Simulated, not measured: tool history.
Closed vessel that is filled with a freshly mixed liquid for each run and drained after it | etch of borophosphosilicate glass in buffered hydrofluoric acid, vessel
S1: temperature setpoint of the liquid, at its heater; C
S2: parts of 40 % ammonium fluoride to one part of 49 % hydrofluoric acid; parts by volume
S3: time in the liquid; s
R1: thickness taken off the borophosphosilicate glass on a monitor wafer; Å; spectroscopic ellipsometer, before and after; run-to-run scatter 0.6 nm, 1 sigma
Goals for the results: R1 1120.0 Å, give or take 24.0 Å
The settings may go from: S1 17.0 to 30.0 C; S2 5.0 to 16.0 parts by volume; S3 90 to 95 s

| run | hour | S1 | S2 | S3 | R1 |
|---|---|---|---|---|---|
| 1 | 0.0 | 22.0 | 9.5 | 90 | 1980.6 |
| 2 | 8.9 | 21.0 | 10.0 | 90 | 1813.8 |
| 3 | 10.9 | 20.5 | 10.5 | 90 | 1661.1 |
| 4 | 11.4 | 20.5 | 12.0 | 90 | 1469.8 |
| 5 | 12.6 | 20.5 | 13.5 | 90 | 1315.8 |
| 6 | 18.1 | 22.0 | 13.5 | 90 | 1423.4 |
| 7 | 22.4 | 21.5 | 13.5 | 90 | 1381.4 |
| 8 | 30.1 | 21.0 | 13.5 | 90 | 1351.3 |
| 9 | 31.7 | 20.5 | 13.5 | 90 | 1318.4 |
| 10 | 34.7 | 20.0 | 13.5 | 90 | 1274.7 |
| 11 | 39.2 | 19.5 | 13.5 | 90 | 1242.2 |

Which of these 4 next moves meets every target?
| A | 43.7 | 18.0 | 14.5 | 95 | ? |
| B | 43.7 | 17.0 | 11.0 | 95 | ? |
| C | 43.7 | 20.0 | 12.5 | 95 | ? |
| D | 43.7 | 17.0 | 14.5 | 95 | ? |

| move | R1 |
|---|---|
| A | 1123.9 |
| B | 1395.4 |
| C | 1454.7 |
| D | 1062.4 |
A: meets every target
B: misses by more than the last run did
C: misses by more than the last run did
D: takes the result that was furthest off past its target
The right move is A.

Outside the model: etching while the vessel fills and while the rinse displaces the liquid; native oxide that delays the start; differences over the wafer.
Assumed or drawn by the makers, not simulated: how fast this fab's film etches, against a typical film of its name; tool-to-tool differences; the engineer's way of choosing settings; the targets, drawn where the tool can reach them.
